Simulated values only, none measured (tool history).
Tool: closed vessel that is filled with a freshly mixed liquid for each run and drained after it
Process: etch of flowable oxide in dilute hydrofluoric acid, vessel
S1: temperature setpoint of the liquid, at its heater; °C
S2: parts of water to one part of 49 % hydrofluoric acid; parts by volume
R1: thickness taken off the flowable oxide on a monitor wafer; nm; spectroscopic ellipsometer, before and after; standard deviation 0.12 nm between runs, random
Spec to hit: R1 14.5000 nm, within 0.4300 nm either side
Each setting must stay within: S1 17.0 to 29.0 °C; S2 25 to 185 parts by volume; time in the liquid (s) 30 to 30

{"run": 1, "hour": 0.0, "S1": 21.0, "S2": 105, "time in the liquid (s)": 30, "R1": 5.8004}
{"run": 2, "hour": 7.3, "S1": 21.0, "S2": 85, "time in the liquid (s)": 30, "R1": 7.4707}
{"run": 3, "hour": 9.1, "S1": 22.5, "S2": 80, "time in the liquid (s)": 30, "R1": 8.4529}
{"run": 4, "hour": 17.6, "S1": 24.5, "S2": 80, "time in the liquid (s)": 30, "R1": 9.0971}
{"run": 5, "hour": 20.0, "S1": 25.5, "S2": 75, "time in the liquid (s)": 30, "R1": 9.9702}
{"run": 6, "hour": 21.0, "S1": 26.0, "S2": 70, "time in the liquid (s)": 30, "R1": 11.304}
{"run": 7, "hour": 28.9, "S1": 26.5, "S2": 70, "time in the liquid (s)": 30, "R1": 11.387}
{"run": 8, "hour": 34.5, "S1": 27.0, "S2": 65, "time in the liquid (s)": 30, "R1": 12.721}
{"run": 9, "hour": 38.9, "S1": 27.5, "S2": 65, "time in the liquid (s)": 30, "R1": 12.682}
{"run": 10, "hour": 48.1, "S1": 28.0, "S2": 65, "time in the liquid (s)": 30, "R1": 13.238}
{"run": 11, "hour": 51.0, "S1": 28.5, "S2": 65, "time in the liquid (s)": 30, "R1": 13.418}

Exactly one of the 5 candidate moves below puts every result within its allowed miss. Which one?
{"run": "A", "hour": 53.9, "S1": 28.0, "S2": 60, "time in the liquid (s)": 30, "R1": "?"}
{"run": "B", "hour": 53.9, "S1": 28.0, "S2": 65, "time in the liquid (s)": 30, "R1": "?"}
{"run": "C", "hour": 53.9, "S1": 29.0, "S2": 65, "time in the liquid (s)": 30, "R1": "?"}
{"run": "D", "hour": 53.9, "S1": 28.5, "S2": 75, "time in the liquid (s)": 30, "R1": "?"}
{"run": "E", "hour": 53.9, "S1": 24.5, "S2": 60, "time in the liquid (s)": 30, "R1": "?"}

move=A R1=14.3710
move=B R1=13.1700
move=C R1=13.6970
move=D R1=11.4750
move=E R1=12.4890
A: hits every target within its allowed miss
B: further off than the last run
C: nearer the targets than the last run, but a result is still out of spec
D: further off than the last run
E: further off than the last run
A is the move that brings every result within its allowed miss.
